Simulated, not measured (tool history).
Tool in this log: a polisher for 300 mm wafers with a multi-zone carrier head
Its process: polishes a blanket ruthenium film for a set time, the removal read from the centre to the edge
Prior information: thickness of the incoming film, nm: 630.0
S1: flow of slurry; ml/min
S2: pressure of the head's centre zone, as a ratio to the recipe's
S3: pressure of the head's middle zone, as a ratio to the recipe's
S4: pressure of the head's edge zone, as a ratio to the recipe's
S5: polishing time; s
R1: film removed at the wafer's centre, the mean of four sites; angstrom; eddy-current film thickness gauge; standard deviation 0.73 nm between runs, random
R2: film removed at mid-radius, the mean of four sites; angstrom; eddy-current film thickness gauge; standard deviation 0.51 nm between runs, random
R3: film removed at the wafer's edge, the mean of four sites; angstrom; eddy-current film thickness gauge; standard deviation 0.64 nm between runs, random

run	day	S1	S2	S3	S4	S5	R1	R2	R3
1	0.000	120	1.00	1.00	1.00	62	430.94	433.36	461.82
2	0.317	130	1.02	1.03	1.04	65	468.97	468.70	497.58
3	0.554	130	1.02	0.95	1.04	65	466.01	451.63	501.37
4	0.800	130	1.02	0.95	1.08	65	476.75	455.23	509.50
5	1.038	130	1.02	0.95	1.03	65	478.24	451.39	495.57
6	1.121	140	1.03	0.99	1.05	67	509.07	484.67	524.92
7	1.162	150	1.03	1.03	1.07	68	513.28	520.39	560.79
8	1.242	160	1.05	1.05	1.06	69	551.13	545.53	569.48
9	1.550	165	1.06	1.06	1.06	69	568.29	555.59	560.48
10	1.738	165	1.06	1.06	1.06	69	564.88	560.21	555.15
11	2.100	170	1.06	1.06	1.08	69	565.86	565.17	566.38
12	2.354	170	1.06	1.06	1.10	70	582.69	569.85	584.91

Expected results for the next run?
# day 2.542: slurry nozzle cleaned
13	2.542	175	1.06	1.06	1.11	70	?	?	?

{"run 13": {"R1": 658.07, "R2": 632.46, "R3": 636.22}}
